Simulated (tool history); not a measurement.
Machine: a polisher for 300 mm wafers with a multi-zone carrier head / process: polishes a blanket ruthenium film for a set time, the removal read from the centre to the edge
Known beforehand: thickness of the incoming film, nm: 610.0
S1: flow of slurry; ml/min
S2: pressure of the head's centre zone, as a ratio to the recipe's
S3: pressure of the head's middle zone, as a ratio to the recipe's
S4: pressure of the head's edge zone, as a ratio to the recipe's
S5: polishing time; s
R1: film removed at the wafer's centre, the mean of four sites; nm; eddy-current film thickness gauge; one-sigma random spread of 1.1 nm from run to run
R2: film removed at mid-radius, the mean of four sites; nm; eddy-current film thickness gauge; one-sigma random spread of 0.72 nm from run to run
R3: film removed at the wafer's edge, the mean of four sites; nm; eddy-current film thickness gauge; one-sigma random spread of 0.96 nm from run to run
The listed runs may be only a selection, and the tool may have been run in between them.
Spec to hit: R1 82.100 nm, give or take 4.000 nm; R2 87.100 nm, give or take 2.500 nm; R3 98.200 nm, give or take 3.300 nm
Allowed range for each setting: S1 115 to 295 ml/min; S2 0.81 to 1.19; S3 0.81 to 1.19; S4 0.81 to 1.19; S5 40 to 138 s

{"run": 1, "hour": 0.0, "S1": 190, "S2": 1.0, "S3": 1.0, "S4": 1.0, "S5": 88, "R1": 103.12, "R2": 101.7, "R3": 102.89}
{"run": 2, "hour": 5.3, "S1": 215, "S2": 1.0, "S3": 1.0, "S4": 1.0, "S5": 88, "R1": 104.97, "R2": 103.31, "R3": 105.02}
{"run": 3, "hour": 13.6, "S1": 215, "S2": 1.0, "S3": 1.04, "S4": 1.0, "S5": 88, "R1": 105.25, "R2": 104.33, "R3": 104.43}
{"run": 4, "hour": 18.9, "S1": 180, "S2": 1.0, "S3": 1.04, "S4": 1.0, "S5": 88, "R1": 100.94, "R2": 103.05, "R3": 101.69}
{"run": 5, "hour": 21.4, "S1": 175, "S2": 0.99, "S3": 1.02, "S4": 1.01, "S5": 87, "R1": 97.819, "R2": 100.58, "R3": 101.67}
{"run": 6, "hour": 29.0, "S1": 170, "S2": 0.98, "S3": 1.0, "S4": 1.01, "S5": 87, "R1": 97.314, "R2": 99.645, "R3": 99.741}
{"run": 7, "hour": 33.1, "S1": 170, "S2": 0.97, "S3": 0.98, "S4": 1.03, "S5": 86, "R1": 93.977, "R2": 96.131, "R3": 100.52}
{"run": 8, "hour": 42.1, "S1": 165, "S2": 0.96, "S3": 0.97, "S4": 1.03, "S5": 86, "R1": 93.987, "R2": 95.768, "R3": 98.086}

Exercise: of the 5 proposed moves below, exactly one satisfies all targets within the stated allowed misses. Which move is it?
{"run": "A", "hour": 51.1, "S1": 135, "S2": 0.93, "S3": 0.96, "S4": 1.16, "S5": 82, "R1": "?", "R2": "?", "R3": "?"}
{"run": "B", "hour": 51.1, "S1": 185, "S2": 0.85, "S3": 1.13, "S4": 1.16, "S5": 84, "R1": "?", "R2": "?", "R3": "?"}
{"run": "C", "hour": 51.1, "S1": 130, "S2": 0.96, "S3": 0.88, "S4": 1.15, "S5": 90, "R1": "?", "R2": "?", "R3": "?"}
{"run": "D", "hour": 51.1, "S1": 115, "S2": 0.81, "S3": 1.1, "S4": 0.88, "S5": 94, "R1": "?", "R2": "?", "R3": "?"}
{"run": "E", "hour": 51.1, "S1": 165, "S2": 0.9, "S3": 1.03, "S4": 1.11, "S5": 81, "R1": "?", "R2": "?", "R3": "?"}

move=A R1=81.893 R2=86.910 R3=98.366
move=B R1=82.572 R2=103.500 R3=105.490
move=C R1=91.757 R2=90.530 R3=106.820
move=D R1=77.657 R2=102.340 R3=95.499
move=E R1=82.343 R2=93.045 R3=98.011
A: each result inside its tolerance
B: moves away from the targets compared with the last run
C: closer than the last run, but not yet in spec
D: moves away from the targets compared with the last run
E: closer than the last run, but not yet in spec
Answer: A
